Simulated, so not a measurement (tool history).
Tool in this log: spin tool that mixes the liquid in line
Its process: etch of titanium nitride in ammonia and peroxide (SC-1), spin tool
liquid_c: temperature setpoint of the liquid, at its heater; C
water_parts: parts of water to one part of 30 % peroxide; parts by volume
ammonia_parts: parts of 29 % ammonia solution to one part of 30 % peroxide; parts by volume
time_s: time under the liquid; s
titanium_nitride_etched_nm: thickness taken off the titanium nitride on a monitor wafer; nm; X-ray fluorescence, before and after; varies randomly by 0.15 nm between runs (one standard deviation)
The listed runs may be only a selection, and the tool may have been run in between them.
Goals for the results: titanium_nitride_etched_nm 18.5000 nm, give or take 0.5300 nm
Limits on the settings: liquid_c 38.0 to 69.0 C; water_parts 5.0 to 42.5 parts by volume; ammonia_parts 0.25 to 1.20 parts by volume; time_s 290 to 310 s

{"run": 1, "hour": 0.0, "liquid_c": 53.0, "water_parts": 23.5, "ammonia_parts": 0.95, "time_s": 290, "titanium_nitride_etched_nm": 12.387}
{"run": 2, "hour": 1.7, "liquid_c": 46.0, "water_parts": 23.5, "ammonia_parts": 0.95, "time_s": 290, "titanium_nitride_etched_nm": 7.6365}
{"run": 3, "hour": 10.7, "liquid_c": 50.0, "water_parts": 23.5, "ammonia_parts": 0.95, "time_s": 290, "titanium_nitride_etched_nm": 10.176}
{"run": 4, "hour": 12.6, "liquid_c": 52.5, "water_parts": 23.5, "ammonia_parts": 0.95, "time_s": 290, "titanium_nitride_etched_nm": 12.042}
{"run": 5, "hour": 18.8, "liquid_c": 52.5, "water_parts": 28.5, "ammonia_parts": 0.95, "time_s": 290, "titanium_nitride_etched_nm": 10.701}
{"run": 6, "hour": 24.1, "liquid_c": 52.5, "water_parts": 28.5, "ammonia_parts": 1.2, "time_s": 290, "titanium_nitride_etched_nm": 11.302}
{"run": 7, "hour": 32.4, "liquid_c": 54.5, "water_parts": 28.5, "ammonia_parts": 1.2, "time_s": 290, "titanium_nitride_etched_nm": 12.99}
{"run": 8, "hour": 33.0, "liquid_c": 56.0, "water_parts": 28.5, "ammonia_parts": 1.2, "time_s": 290, "titanium_nitride_etched_nm": 14.235}
{"run": 9, "hour": 37.4, "liquid_c": 57.0, "water_parts": 28.5, "ammonia_parts": 1.2, "time_s": 290, "titanium_nitride_etched_nm": 15.38}
{"run": 10, "hour": 41.6, "liquid_c": 58.0, "water_parts": 28.5, "ammonia_parts": 1.2, "time_s": 290, "titanium_nitride_etched_nm": 16.54}
{"run": 11, "hour": 47.4, "liquid_c": 58.5, "water_parts": 28.5, "ammonia_parts": 1.2, "time_s": 290, "titanium_nitride_etched_nm": 16.776}

5 next moves are on the table. One of them brings every result within its allowed miss. Which?
{"run": "A", "hour": 53.2, "liquid_c": 59.0, "water_parts": 24.5, "ammonia_parts": 1.05, "time_s": 310, "titanium_nitride_etched_nm": "?"}
{"run": "B", "hour": 53.2, "liquid_c": 60.0, "water_parts": 32.0, "ammonia_parts": 1.2, "time_s": 305, "titanium_nitride_etched_nm": "?"}
{"run": "C", "hour": 53.2, "liquid_c": 58.0, "water_parts": 25.5, "ammonia_parts": 1.2, "time_s": 290, "titanium_nitride_etched_nm": "?"}
{"run": "D", "hour": 53.2, "liquid_c": 59.0, "water_parts": 32.0, "ammonia_parts": 1.15, "time_s": 290, "titanium_nitride_etched_nm": "?"}
{"run": "E", "hour": 53.2, "liquid_c": 58.0, "water_parts": 37.5, "ammonia_parts": 1.2, "time_s": 305, "titanium_nitride_etched_nm": "?"}

move=A titanium_nitride_etched_nm=19.8030
move=B titanium_nitride_etched_nm=18.3580
move=C titanium_nitride_etched_nm=17.3610
move=D titanium_nitride_etched_nm=16.2200
move=E titanium_nitride_etched_nm=14.7130
A: takes the result that was furthest off past its target
B: meets every target
C: closes in on the targets versus the last run, not all within tolerance yet
D: misses by more than the last run did
E: misses by more than the last run did
So the answer is move B, the one that meets all the targets.
